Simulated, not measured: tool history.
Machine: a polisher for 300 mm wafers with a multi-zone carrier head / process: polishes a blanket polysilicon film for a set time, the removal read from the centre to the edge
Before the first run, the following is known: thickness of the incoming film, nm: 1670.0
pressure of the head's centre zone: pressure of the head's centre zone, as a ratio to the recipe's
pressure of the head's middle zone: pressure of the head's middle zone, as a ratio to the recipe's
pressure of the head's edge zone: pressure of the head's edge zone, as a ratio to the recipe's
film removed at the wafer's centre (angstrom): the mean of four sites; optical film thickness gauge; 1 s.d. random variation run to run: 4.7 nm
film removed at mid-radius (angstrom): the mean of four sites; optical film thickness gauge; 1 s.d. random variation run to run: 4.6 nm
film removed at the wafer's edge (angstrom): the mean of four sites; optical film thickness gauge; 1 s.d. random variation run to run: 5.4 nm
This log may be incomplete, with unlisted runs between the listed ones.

run,day,flow of slurry (ml/min),pressure of the head's centre zone,pressure of the head's middle zone,pressure of the head's edge zone,polishing time (s),film removed at the wafer's centre (angstrom),film removed at mid-radius (angstrom),film removed at the wafer's edge (angstrom)
1,0.000,290,1.00,1.00,1.00,72,5563.6,5637.2,5661.2
2,0.100,335,1.00,1.00,1.00,72,5638.1,5638.5,5710.6
3,0.267,340,1.01,0.98,0.99,69,5462.4,5374.3,5435.5
4,0.567,340,1.02,0.96,0.99,67,5356.0,5204.6,5225.1
5,0.767,340,1.02,0.96,0.99,56,4496.7,4331.3,4357.8
6,1.046,340,1.03,0.94,1.00,56,4455.6,4324.4,4463.4

For run 7, what comes out?
7,1.254,345,1.05,0.92,1.00,56,?,?,?

For run 7 the tool returned film removed at the wafer's centre (angstrom) 4532.1, film removed at mid-radius (angstrom) 4263.8, film removed at the wafer's edge (angstrom) 4348.4.
